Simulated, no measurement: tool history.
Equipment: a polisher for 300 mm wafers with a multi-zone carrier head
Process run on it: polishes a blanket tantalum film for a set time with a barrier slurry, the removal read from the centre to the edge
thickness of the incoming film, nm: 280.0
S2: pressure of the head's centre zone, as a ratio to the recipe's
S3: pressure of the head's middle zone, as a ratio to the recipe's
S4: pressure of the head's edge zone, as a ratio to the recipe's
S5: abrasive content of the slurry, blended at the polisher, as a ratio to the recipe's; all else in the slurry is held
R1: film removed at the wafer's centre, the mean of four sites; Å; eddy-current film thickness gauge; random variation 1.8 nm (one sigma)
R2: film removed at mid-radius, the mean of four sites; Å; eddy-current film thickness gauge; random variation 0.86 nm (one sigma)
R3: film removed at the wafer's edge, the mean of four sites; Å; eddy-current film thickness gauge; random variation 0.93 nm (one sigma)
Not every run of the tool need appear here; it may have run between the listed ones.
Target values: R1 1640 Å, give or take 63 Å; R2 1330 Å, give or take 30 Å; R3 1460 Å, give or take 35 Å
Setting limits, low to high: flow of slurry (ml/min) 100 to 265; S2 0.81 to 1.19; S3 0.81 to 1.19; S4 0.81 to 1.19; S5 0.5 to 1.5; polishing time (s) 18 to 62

Run 1, hour 0: flow of slurry (ml/min) 170, S2 1, S3 1, S4 1, S5 1, polishing time (s) 40. Result: R1 1070 Å, R2 1082.7 Å, R3 1064.1 Å.
Run 2, hour 1.2: flow of slurry (ml/min) 185, S2 1.04, S3 0.99, S4 1.04, S5 1.15, polishing time (s) 40. Result: R1 1197.2 Å, R2 1156.3 Å, R3 1153.9 Å.
Run 3, hour 3.6: flow of slurry (ml/min) 150, S2 1.04, S3 0.99, S4 1.04, S5 1.15, polishing time (s) 40. Result: R1 1155.7 Å, R2 1119.7 Å, R3 1118.3 Å.
Run 4, hour 11.1: flow of slurry (ml/min) 150, S2 1.07, S3 0.99, S4 1.04, S5 1.15, polishing time (s) 40. Result: R1 1189.1 Å, R2 1110.4 Å, R3 1118.5 Å.
Run 5, hour 12.4: flow of slurry (ml/min) 150, S2 1, S3 0.99, S4 1.04, S5 1.15, polishing time (s) 40. Result: R1 1105.4 Å, R2 1102 Å, R3 1115.3 Å.
Run 6, hour 18.2: flow of slurry (ml/min) 190, S2 1, S3 0.99, S4 1.04, S5 1.15, polishing time (s) 40. Result: R1 1151.1 Å, R2 1153.6 Å, R3 1153.7 Å.
Run 7, hour 20.3: flow of slurry (ml/min) 200, S2 1.04, S3 0.97, S4 1.08, S5 1.25, polishing time (s) 40. Result: R1 1260.8 Å, R2 1185.3 Å, R3 1214.6 Å.
Run 8, hour 24.2: flow of slurry (ml/min) 210, S2 1.06, S3 0.96, S4 1.11, S5 1.3, polishing time (s) 40. Result: R1 1287.9 Å, R2 1195.7 Å, R3 1237.5 Å.
Run 9, hour 32: flow of slurry (ml/min) 215, S2 1.08, S3 0.94, S4 1.13, S5 1.35, polishing time (s) 41. Result: R1 1369.8 Å, R2 1214.7 Å, R3 1305.6 Å.
Run 10, hour 35.8: flow of slurry (ml/min) 220, S2 1.1, S3 0.94, S4 1.14, S5 1.4, polishing time (s) 41. Result: R1 1452.9 Å, R2 1215.7 Å, R3 1325.6 Å.
Run 11, hour 44.7: flow of slurry (ml/min) 225, S2 1.11, S3 0.94, S4 1.15, S5 1.45, polishing time (s) 41. Result: R1 1437.1 Å, R2 1248.6 Å, R3 1352.5 Å.
Run 12, hour 50.3: flow of slurry (ml/min) 230, S2 1.13, S3 0.94, S4 1.16, S5 1.45, polishing time (s) 41. Result: R1 1477.8 Å, R2 1250 Å, R3 1351.8 Å.

Which single option among these 4 for the next run brings every result within its allowed miss of target? Just one does.
Run A, hour 55.9: flow of slurry (ml/min) 245, S2 1.16, S3 0.93, S4 1.17, S5 1.5, polishing time (s) 43. Result: R1 ?, R2 ?, R3 ?.
Run B, hour 55.9: flow of slurry (ml/min) 245, S2 1.09, S3 1.09, S4 1.07, S5 1.3, polishing time (s) 38. Result: R1 ?, R2 ?, R3 ?.
Run C, hour 55.9: flow of slurry (ml/min) 230, S2 1.11, S3 1.01, S4 0.95, S5 1.15, polishing time (s) 44. Result: R1 ?, R2 ?, R3 ?.
Run D, hour 55.9: flow of slurry (ml/min) 235, S2 1.13, S3 0.93, S4 1.13, S5 1.5, polishing time (s) 38. Result: R1 ?, R2 ?, R3 ?.

move      R1      R2      R3
   A  1630.6  1314.5  1451.3
   B    1305    1280  1186.3
   C  1466.6  1325.7  1253.3
   D  1395.4  1155.8  1258.4
A: each result inside its tolerance
B: lands further from the targets than the last run did
C: lands further from the targets than the last run did
D: lands further from the targets than the last run did
Move A is the one to make.

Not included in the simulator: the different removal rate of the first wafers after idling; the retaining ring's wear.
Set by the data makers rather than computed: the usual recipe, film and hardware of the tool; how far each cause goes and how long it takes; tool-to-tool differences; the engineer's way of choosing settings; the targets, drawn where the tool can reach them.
